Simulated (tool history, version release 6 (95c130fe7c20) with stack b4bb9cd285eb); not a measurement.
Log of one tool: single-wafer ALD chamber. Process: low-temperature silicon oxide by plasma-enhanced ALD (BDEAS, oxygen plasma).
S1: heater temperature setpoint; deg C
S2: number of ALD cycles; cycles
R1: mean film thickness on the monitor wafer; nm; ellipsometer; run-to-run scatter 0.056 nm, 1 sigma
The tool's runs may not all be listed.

run,day,S1,S2,R1
1,0.000,85,52,7.5667
2,0.029,78,52,7.8442
3,0.233,71,52,7.9677
4,0.512,63,52,8.1888
5,0.729,63,48,7.5352
6,0.821,63,52,8.2277
7,0.892,63,53,8.2967
8,0.925,63,54,8.4480
9,1.088,63,55,8.6125

Estimate the outcome of run 10 from the log above:
10,1.204,63,56,?

R1: 8.7243 nm
